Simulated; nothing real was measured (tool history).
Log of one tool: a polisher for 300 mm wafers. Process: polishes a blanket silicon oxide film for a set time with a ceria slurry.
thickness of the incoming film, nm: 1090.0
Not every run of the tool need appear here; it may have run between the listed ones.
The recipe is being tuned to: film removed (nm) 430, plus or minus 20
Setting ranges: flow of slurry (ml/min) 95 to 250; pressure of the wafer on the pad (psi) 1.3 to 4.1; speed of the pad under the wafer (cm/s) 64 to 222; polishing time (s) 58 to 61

run	day	flow of slurry (ml/min)	pressure of the wafer on the pad (psi)	speed of the pad under the wafer (cm/s)	polishing time (s)	film removed (nm)
1	0	160	2.7	142	58	327.21
2	0.279	160	2.7	170	58	383.18
3	0.608	160	2.7	170	61	414.6
4	0.7	160	3.3	170	61	500.75
5	1.025	160	3.2	170	61	472.95
6	1.225	195	3.2	170	61	485.69
7	1.371	195	3.1	170	61	482.62
8	1.446	195	3	170	61	458.34

Pick the move, out of 5, that brings all results within their allowed miss; only one does.
A	1.521	220	2.6	194	61	?
B	1.521	125	3	196	61	?
C	1.521	145	3.3	190	58	?
D	1.521	170	3	208	58	?
E	1.521	235	3	152	61	?

move	film removed (nm)
A	460.57
B	493.65
C	511.8
D	521.58
E	420.24
A: the biggest miss grows against the last run
B: the biggest miss grows against the last run
C: the biggest miss grows against the last run
D: the biggest miss grows against the last run
E: all results land within tolerance of their targets
Go with E: it meets all targets.
